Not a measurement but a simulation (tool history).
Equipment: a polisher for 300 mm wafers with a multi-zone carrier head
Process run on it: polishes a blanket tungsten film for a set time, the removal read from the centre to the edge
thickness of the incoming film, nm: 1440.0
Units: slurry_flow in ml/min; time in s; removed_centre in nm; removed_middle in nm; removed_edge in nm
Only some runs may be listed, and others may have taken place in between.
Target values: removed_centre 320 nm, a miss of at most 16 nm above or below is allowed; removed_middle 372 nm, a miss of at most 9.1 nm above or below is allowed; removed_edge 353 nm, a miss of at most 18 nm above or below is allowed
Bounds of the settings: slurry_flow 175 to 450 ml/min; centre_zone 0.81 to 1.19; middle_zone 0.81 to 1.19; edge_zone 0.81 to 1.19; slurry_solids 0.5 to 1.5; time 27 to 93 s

| run | hour | slurry_flow | centre_zone | middle_zone | edge_zone | slurry_solids | time | removed_centre | removed_middle | removed_edge |
|---|---|---|---|---|---|---|---|---|---|---|
| 1 | 0 | 290 | 1 | 1 | 1 | 1 | 59 | 223.35 | 253.41 | 255.29 |
| 2 | 6.5 | 290 | 1 | 1 | 1 | 1 | 46 | 175.56 | 196.26 | 194.19 |
| 3 | 11.1 | 290 | 1 | 0.92 | 1 | 1 | 46 | 179.77 | 185.68 | 194.83 |
| 4 | 14.1 | 290 | 1 | 0.92 | 1 | 0.9 | 46 | 178.08 | 178.76 | 190.14 |
| 5 | 20 | 290 | 1 | 0.92 | 1 | 0.9 | 55 | 204.12 | 213.37 | 225.34 |
| 6 | 27.2 | 290 | 0.94 | 0.92 | 1 | 0.9 | 55 | 195.25 | 212.9 | 229.11 |
| 7 | 28.5 | 300 | 0.98 | 0.96 | 1.02 | 1.05 | 58 | 226.19 | 247.02 | 256.5 |
| 8 | 31.3 | 310 | 1 | 0.99 | 1.05 | 1.15 | 59 | 239.39 | 267.21 | 279.56 |
| 9 | 33.3 | 355 | 1.1 | 1.09 | 1.08 | 1.4 | 62 | 300.75 | 328.74 | 316.88 |
| 10 | 37.9 | 360 | 1.1 | 1.11 | 1.1 | 1.4 | 62 | 298.6 | 332.56 | 313.94 |
|  | 45 | centre zone pressure recalibrated |
| 11 | 45 | 360 | 1.09 | 1.11 | 1.11 | 1.4 | 63 | 331.11 | 340.54 | 325.03 |
| 12 | 48.8 | 355 | 1.09 | 1.1 | 1.09 | 1.4 | 64 | 325.34 | 337.68 | 334.12 |

Exactly one of the 4 candidate moves below puts every result within its allowed miss. Which one?
| A | 52.6 | 340 | 0.81 | 1.09 | 0.81 | 1.5 | 69 | ? | ? | ? |
| B | 52.6 | 345 | 0.92 | 1.04 | 1.01 | 1.5 | 71 | ? | ? | ? |
| C | 52.6 | 365 | 1.05 | 1.14 | 1.01 | 1.4 | 71 | ? | ? | ? |
| D | 52.6 | 345 | 1.13 | 1.08 | 1.15 | 1.25 | 69 | ? | ? | ? |

| move | removed_centre | removed_middle | removed_edge |
|---|---|---|---|
| A | 284.5 | 372.31 | 313.72 |
| B | 329.18 | 368.2 | 357.87 |
| C | 365.74 | 390.99 | 350.72 |
| D | 364.77 | 347.79 | 349.57 |
A: gets the furthest-off result to its target, but another result is out of tolerance
B: meets every target
C: takes the result that was furthest off past its target
D: closes in on the targets versus the last run, not all within tolerance yet
Move B is the one to make.
